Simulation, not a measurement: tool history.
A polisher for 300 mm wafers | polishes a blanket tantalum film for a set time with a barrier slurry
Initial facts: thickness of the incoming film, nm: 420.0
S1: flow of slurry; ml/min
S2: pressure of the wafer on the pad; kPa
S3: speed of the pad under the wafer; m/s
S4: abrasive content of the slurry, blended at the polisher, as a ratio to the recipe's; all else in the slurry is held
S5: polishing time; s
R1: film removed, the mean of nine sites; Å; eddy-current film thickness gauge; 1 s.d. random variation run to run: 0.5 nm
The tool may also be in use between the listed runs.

{"run": 1, "hour": 0.0, "S1": 240, "S2": 15.2, "S3": 0.92, "S4": 1, "S5": 58, "R1": 1157.1}
{"run": 2, "hour": 5.9, "S1": 235, "S2": 13.8, "S3": 0.92, "S4": 1, "S5": 58, "R1": 1070}
{"run": 3, "hour": 8.9, "S1": 275, "S2": 13.8, "S3": 0.92, "S4": 1, "S5": 58, "R1": 1076.2}
{"run": 4, "hour": 16.1, "S1": 275, "S2": 13.8, "S3": 1.1, "S4": 1, "S5": 58, "R1": 1282.3}
{"run": 5, "hour": 21.9, "S1": 275, "S2": 12.4, "S3": 1.1, "S4": 1, "S5": 58, "R1": 1174.7}
{"run": 6, "hour": 24.2, "S1": 275, "S2": 11, "S3": 1.1, "S4": 1, "S5": 58, "R1": 1067.8}
{"run": 7, "hour": 26.3, "S1": 275, "S2": 10.3, "S3": 1.1, "S4": 1, "S5": 58, "R1": 1021.7}
{"run": 8, "hour": 27.3, "S1": 275, "S2": 9.7, "S3": 1.1, "S4": 1, "S5": 58, "R1": 957.75}
{"run": 9, "hour": 35.4, "S1": 270, "S2": 9, "S3": 1.1, "S4": 1, "S5": 58, "R1": 904.19}
{"run": 10, "hour": 42.6, "S1": 260, "S2": 9, "S3": 1.1, "S4": 1, "S5": 58, "R1": 908.42}
{"run": 11, "hour": 46.5, "S1": 255, "S2": 8.3, "S3": 1.1, "S4": 1, "S5": 58, "R1": 846.78}
{"run": 12, "hour": 52.6, "S1": 245, "S2": 8.3, "S3": 1.1, "S4": 1, "S5": 58, "R1": 841.85}
{"run": 13, "hour": 54.3, "S1": 215, "S2": 7.6, "S3": 1.1, "S4": 1, "S5": 58, "R1": 790.77}

Estimate the outcome of run 14 from the log above:
{"run": 14, "hour": 55.7, "S1": 220, "S2": 7.6, "S3": 1.1, "S4": 1, "S5": 58, "R1": "?"}

{"run 14": {"R1": 783.08}}
